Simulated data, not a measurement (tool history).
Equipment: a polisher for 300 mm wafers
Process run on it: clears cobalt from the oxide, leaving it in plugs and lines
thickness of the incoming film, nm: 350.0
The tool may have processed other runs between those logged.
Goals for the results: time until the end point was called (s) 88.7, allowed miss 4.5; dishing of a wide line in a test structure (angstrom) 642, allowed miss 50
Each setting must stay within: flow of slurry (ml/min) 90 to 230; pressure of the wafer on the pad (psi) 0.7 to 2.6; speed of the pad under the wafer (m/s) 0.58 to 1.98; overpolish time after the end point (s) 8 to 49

run,day,flow of slurry (ml/min),pressure of the wafer on the pad (psi),speed of the pad under the wafer (m/s),overpolish time after the end point (s),time until the end point was called (s),dishing of a wide line in a test structure (angstrom)
1,0,150,1.6,1.28,25,56.688,645.98
2,0.108,150,1.6,1.28,18,56.779,568.09
3,0.2,150,1.6,1.28,9,57.572,402.73
4,0.379,150,2,1.28,9,48.414,457.34
5,0.433,150,2,1.58,9,40.629,478.44
6,0.746,135,2,1.58,9,42.414,477.81
7,0.804,125,1.7,1.52,15,50.688,566.9
8,0.862,120,1.4,1.48,17,60.801,543.39
# day 1.104: head pressure recalibrated
9,1.104,115,1.2,1.46,20,72.603,518.06
10,1.296,135,1,1.38,32,83.865,591.18
11,1.404,130,1,1.38,33,84.304,598.15

Consider the 4 candidate settings below. Which is the only one whose results all fall within their allowed miss of target?
A,1.512,115,1,1.36,44,?,?
B,1.512,135,1,1.5,35,?,?
C,1.512,190,0.7,1.44,27,?,?
D,1.512,105,1.3,1.22,36,?,?

move,time until the end point was called (s),dishing of a wide line in a test structure (angstrom)
A,84.679,623.95
B,76.742,606.5
C,93.452,524.09
D,76.758,609.85
A: every result lands within tolerance
B: moves away from the targets compared with the last run
C: moves the result that the last run missed by most past its target, out the other side
D: moves away from the targets compared with the last run
So the answer is move A, the one that meets all the targets.
